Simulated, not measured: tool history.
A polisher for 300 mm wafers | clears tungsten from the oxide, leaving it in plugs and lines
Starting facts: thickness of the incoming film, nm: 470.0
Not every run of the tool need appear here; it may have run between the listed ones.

run	hour	flow of slurry (ml/min)	pressure of the wafer on the pad (kPa)	speed of the pad under the wafer (cm/s)	abrasive content of the slurry	overpolish time after the end point (s)	time until the end point was called (s)
1	0.0	185	28.3	128	1.0	39	89.652
2	7.4	185	24.1	120	1.0	39	110.710
3	9.4	185	22.1	120	1.0	39	118.730
4	12.7	185	19.3	114	1.0	39	148.280
5	15.7	185	19.3	114	1.0	42	144.020
6	16.9	185	19.3	114	1.0	39	147.930
7	24.5	185	17.9	114	1.0	39	150.000

What will run 8 give?
8	26.6	185	16.5	112	1.0	39	?

time until the end point was called (s): 170.450

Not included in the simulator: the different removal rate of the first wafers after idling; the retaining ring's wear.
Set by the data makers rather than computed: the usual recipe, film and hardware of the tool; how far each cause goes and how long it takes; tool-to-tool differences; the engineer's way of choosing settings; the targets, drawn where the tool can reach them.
